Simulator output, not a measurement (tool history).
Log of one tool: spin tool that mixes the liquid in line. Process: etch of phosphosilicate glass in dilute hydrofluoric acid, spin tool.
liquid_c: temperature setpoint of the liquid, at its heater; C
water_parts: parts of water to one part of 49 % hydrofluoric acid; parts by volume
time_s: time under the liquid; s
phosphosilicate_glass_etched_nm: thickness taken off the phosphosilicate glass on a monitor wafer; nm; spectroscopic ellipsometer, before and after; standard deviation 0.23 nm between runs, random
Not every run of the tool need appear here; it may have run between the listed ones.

run,hour,liquid_c,water_parts,time_s,phosphosilicate_glass_etched_nm
1,0.0,22.0,210,25,13.9920
2,3.0,22.0,210,25,14.0030
3,8.1,22.0,260,25,10.7210
4,15.3,22.0,320,25,8.2437
5,16.1,22.0,320,20,6.6552
6,22.0,24.0,260,20,9.2492
7,23.2,28.0,175,20,17.3280
8,26.2,28.0,175,20,17.3300
9,31.6,28.5,150,20,21.0740
10,33.7,30.0,85,20,43.3290
11,35.3,28.0,90,20,37.6490

Run 12 is up next; what results do you expect?
12,43.3,26.5,95,20,?

{"run 12": {"phosphosilicate_glass_etched_nm": 33.419}}
